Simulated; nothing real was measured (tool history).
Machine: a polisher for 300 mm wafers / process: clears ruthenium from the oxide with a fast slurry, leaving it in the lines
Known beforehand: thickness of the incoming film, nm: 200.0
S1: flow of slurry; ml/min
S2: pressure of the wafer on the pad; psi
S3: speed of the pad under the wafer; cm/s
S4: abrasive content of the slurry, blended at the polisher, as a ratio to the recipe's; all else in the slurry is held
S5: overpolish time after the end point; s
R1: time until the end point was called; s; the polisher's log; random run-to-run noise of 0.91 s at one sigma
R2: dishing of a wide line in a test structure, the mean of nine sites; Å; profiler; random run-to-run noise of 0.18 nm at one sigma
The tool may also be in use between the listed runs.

run 1 hour=0 | S1=120 S2=3.2 S3=102 S4=1 S5=15 | R1=38.659 R2=454.35
run 2 hour=3.3 | S1=120 S2=3.2 S3=102 S4=1 S5=11 | R1=38.545 R2=364.46
run 3 hour=7.9 | S1=125 S2=2.9 S3=98 S4=1 S5=9 | R1=44.93 R2=278.33
run 4 hour=12.8 | S1=125 S2=2.9 S3=74 S4=1 S5=9 | R1=57.827 R2=225.25
run 5 hour=13.6 | S1=140 S2=2.9 S3=74 S4=1 S5=9 | R1=56.186 R2=235.07
run 6 hour=16 | S1=140 S2=3.4 S3=74 S4=1 S5=9 | R1=48.608 R2=267.55
run 7 hour=20 | S1=120 S2=3.1 S3=78 S4=1.15 S5=8 | R1=48.174 R2=240.83
run 8 hour=28.2 | S1=105 S2=2.9 S3=78 S4=1.25 S5=7 | R1=49.4 R2=203.79
run 9 hour=36.4 | S1=105 S2=2.8 S3=78 S4=1.3 S5=6 | R1=50.781 R2=178.97
run 10 hour=37.8 | S1=115 S2=2.7 S3=80 S4=1.45 S5=4 | R1=48.232 R2=127.41
run 11 hour=46.3 | S1=85 S2=3 S3=78 S4=1.35 S5=4 | R1=49.138 R2=124.5
run 12 hour=53.5 | S1=95 S2=3 S3=78 S4=1.3 S5=4 | R1=50.05 R2=126.6
run 13 hour=58 | S1=125 S2=3.2 S3=78 S4=1.2 S5=8 | R1=44.071 R2=256.82
run 14 hour=59.1 | S1=115 S2=3.1 S3=80 S4=1.2 S5=7 | R1=45.364 R2=220.36
run 15 hour=62.5 | S1=105 S2=3 S3=80 S4=1.25 S5=7 | R1=47.775 R2=218.5
run 16 hour=71.2 | S1=110 S2=2.9 S3=86 S4=1.2 S5=7 | R1=46.211 R2=224.28
run 17 hour=74.8 | S1=105 S2=2.9 S3=82 S4=1.25 S5=7 | R1=47.133 R2=215.04
run 18 hour=82.4 | S1=105 S2=3 S3=78 S4=1.25 S5=6 | R1=46.102 R2=189.29
run 19 hour=88.4 | S1=105 S2=2.9 S3=78 S4=1.3 S5=6 | R1=50.36 R2=183.73
run 20 hour=92.3 | S1=100 S2=2.9 S3=78 S4=1.3 S5=6 | R1=49.019 R2=183.87
run 21 hour=96.3 | S1=100 S2=2.9 S3=78 S4=1.3 S5=6 | R1=49.106 R2=182.39
run 22 hour=102.4 | S1=105 S2=2.8 S3=78 S4=1.3 S5=4 | R1=49.828 R2=125.31
run 23 hour=110.4 | S1=75 S2=3.1 S3=80 S4=1.3 S5=4 | R1=50.601 R2=123.58
run 24 hour=116.6 | S1=85 S2=3.1 S3=80 S4=1.3 S5=4 | R1=48.396 R2=129.94
run 25 hour=121 | S1=95 S2=3 S3=80 S4=1.3 S5=4 | R1=47.536 R2=129.63
run 26 hour=127.6 | S1=80 S2=3.2 S3=80 S4=1.3 S5=9 | R1=48.154 R2=266.46
run 27 hour=132 | S1=90 S2=2.9 S3=90 S4=1.2 S5=8 | R1=46.109 R2=246.34

Predict the results of run 28:
run 28 hour=138.8 | S1=95 S2=3.2 S3=82 S4=1.2 S5=7 | R1=? R2=?

R1: 43.53 s
R2: 226.41 Å
